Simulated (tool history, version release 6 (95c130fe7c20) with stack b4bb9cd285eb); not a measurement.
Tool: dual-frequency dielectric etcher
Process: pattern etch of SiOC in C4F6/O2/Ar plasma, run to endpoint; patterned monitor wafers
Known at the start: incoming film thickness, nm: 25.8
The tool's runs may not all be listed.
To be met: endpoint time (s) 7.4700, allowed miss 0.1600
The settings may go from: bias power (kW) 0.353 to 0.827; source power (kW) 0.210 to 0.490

{"run": 1, "hour": 0.0, "bias power (kW)": 0.59, "source power (kW)": 0.35, "endpoint time (s)": 8.5013}
{"run": 2, "hour": 3.2, "bias power (kW)": 0.542, "source power (kW)": 0.35, "endpoint time (s)": 8.9114}
{"run": 3, "hour": 11.1, "bias power (kW)": 0.486, "source power (kW)": 0.35, "endpoint time (s)": 9.2697}
{"run": 4, "hour": 12.0, "bias power (kW)": 0.486, "source power (kW)": 0.29, "endpoint time (s)": 9.9231}
{"run": 5, "hour": 19.5, "bias power (kW)": 0.568, "source power (kW)": 0.3, "endpoint time (s)": 9.1602}
{"run": 6, "hour": 22.9, "bias power (kW)": 0.503, "source power (kW)": 0.3, "endpoint time (s)": 9.6548}
{"run": 7, "hour": 26.9, "bias power (kW)": 0.579, "source power (kW)": 0.31, "endpoint time (s)": 9.0041}
{"run": 8, "hour": 32.7, "bias power (kW)": 0.635, "source power (kW)": 0.32, "endpoint time (s)": 8.4977}
{"run": 9, "hour": 34.4, "bias power (kW)": 0.673, "source power (kW)": 0.32, "endpoint time (s)": 8.2052}
{"run": 10, "hour": 36.7, "bias power (kW)": 0.7, "source power (kW)": 0.32, "endpoint time (s)": 8.1475}
{"run": 11, "hour": 42.1, "bias power (kW)": 0.727, "source power (kW)": 0.32, "endpoint time (s)": 8.0019}
{"run": 12, "hour": 49.8, "bias power (kW)": 0.749, "source power (kW)": 0.32, "endpoint time (s)": 7.9143}
{"run": 13, "hour": 57.0, "bias power (kW)": 0.767, "source power (kW)": 0.32, "endpoint time (s)": 7.8254}
{"run": 14, "hour": 64.3, "bias power (kW)": 0.781, "source power (kW)": 0.32, "endpoint time (s)": 7.6967}
{"run": 15, "hour": 68.5, "bias power (kW)": 0.791, "source power (kW)": 0.32, "endpoint time (s)": 7.7686}

4 next moves are on the table. One of them brings every result within its allowed miss. Which?
{"run": "A", "hour": 72.7, "bias power (kW)": 0.808, "source power (kW)": 0.39, "endpoint time (s)": "?"}
{"run": "B", "hour": 72.7, "bias power (kW)": 0.827, "source power (kW)": 0.37, "endpoint time (s)": "?"}
{"run": "C", "hour": 72.7, "bias power (kW)": 0.818, "source power (kW)": 0.34, "endpoint time (s)": "?"}
{"run": "D", "hour": 72.7, "bias power (kW)": 0.827, "source power (kW)": 0.38, "endpoint time (s)": "?"}

move=A endpoint_time_(s)=7.1135
move=B endpoint_time_(s)=7.1643
move=C endpoint_time_(s)=7.3991
move=D endpoint_time_(s)=7.1021
A: takes the result that was furthest off past its target
B: takes the result that was furthest off past its target
C: meets every target
D: takes the result that was furthest off past its target
Move C is the one to make.
